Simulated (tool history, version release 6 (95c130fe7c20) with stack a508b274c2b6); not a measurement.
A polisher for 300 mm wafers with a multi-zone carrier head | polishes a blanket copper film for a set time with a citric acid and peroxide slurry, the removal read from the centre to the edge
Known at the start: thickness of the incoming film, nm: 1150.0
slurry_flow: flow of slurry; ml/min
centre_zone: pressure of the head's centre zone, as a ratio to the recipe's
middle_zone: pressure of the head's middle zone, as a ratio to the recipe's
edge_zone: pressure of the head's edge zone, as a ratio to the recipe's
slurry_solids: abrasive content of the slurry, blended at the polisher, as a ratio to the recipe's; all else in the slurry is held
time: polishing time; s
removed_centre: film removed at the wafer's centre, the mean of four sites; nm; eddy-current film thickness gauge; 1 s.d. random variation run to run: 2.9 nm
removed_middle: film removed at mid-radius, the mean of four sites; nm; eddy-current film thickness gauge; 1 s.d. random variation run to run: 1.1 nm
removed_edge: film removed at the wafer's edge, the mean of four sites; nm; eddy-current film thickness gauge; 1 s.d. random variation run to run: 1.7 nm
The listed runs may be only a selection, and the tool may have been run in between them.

run 1 hour=0 | slurry_flow=315 centre_zone=1 middle_zone=1 edge_zone=1 slurry_solids=1 time=67 | removed_centre=153.33 removed_middle=156.07 removed_edge=152.07
run 2 hour=5.8 | slurry_flow=315 centre_zone=1 middle_zone=1 edge_zone=1 slurry_solids=1.15 time=67 | removed_centre=157.33 removed_middle=160.78 removed_edge=158.64
run 3 hour=7.6 | slurry_flow=315 centre_zone=1 middle_zone=1 edge_zone=1 slurry_solids=1.15 time=59 | removed_centre=139.22 removed_middle=141.77 removed_edge=141.06
run 4 hour=10.3 | slurry_flow=315 centre_zone=1 middle_zone=0.97 edge_zone=1 slurry_solids=1.15 time=59 | removed_centre=138.51 removed_middle=136.7 removed_edge=139.04
run 5 hour=17.7 | slurry_flow=315 centre_zone=1.05 middle_zone=0.95 edge_zone=1.06 slurry_solids=1.25 time=64 | removed_centre=158.84 removed_middle=149.42 removed_edge=158.64
run 6 hour=22.6 | slurry_flow=325 centre_zone=1.1 middle_zone=0.93 edge_zone=1.1 slurry_solids=1.35 time=67 | removed_centre=182.43 removed_middle=155.88 removed_edge=172.34
run 7 hour=23.4 | slurry_flow=330 centre_zone=1.11 middle_zone=0.92 edge_zone=1.13 slurry_solids=1.4 time=70 | removed_centre=193.5 removed_middle=161.07 removed_edge=184.74
run 8 hour=29.5 | slurry_flow=340 centre_zone=1.12 middle_zone=0.92 edge_zone=1.15 slurry_solids=1.45 time=71 | removed_centre=199.07 removed_middle=167.08 removed_edge=188.81
run 9 hour=36.4 | slurry_flow=335 centre_zone=1.13 middle_zone=0.91 edge_zone=1.16 slurry_solids=1.45 time=73 | removed_centre=208.51 removed_middle=170.27 removed_edge=195.08
run 10 hour=41.3 | slurry_flow=340 centre_zone=1.13 middle_zone=0.9 edge_zone=1.17 slurry_solids=1.45 time=74 | removed_centre=207 removed_middle=171.09 removed_edge=198.16

Forecast run 11:
run 11 hour=42 | slurry_flow=340 centre_zone=1.14 middle_zone=0.89 edge_zone=1.18 slurry_solids=1.45 time=75 | removed_centre=? removed_middle=? removed_edge=?

removed_centre: 214.08 nm
removed_middle: 174.04 nm
removed_edge: 206.57 nm

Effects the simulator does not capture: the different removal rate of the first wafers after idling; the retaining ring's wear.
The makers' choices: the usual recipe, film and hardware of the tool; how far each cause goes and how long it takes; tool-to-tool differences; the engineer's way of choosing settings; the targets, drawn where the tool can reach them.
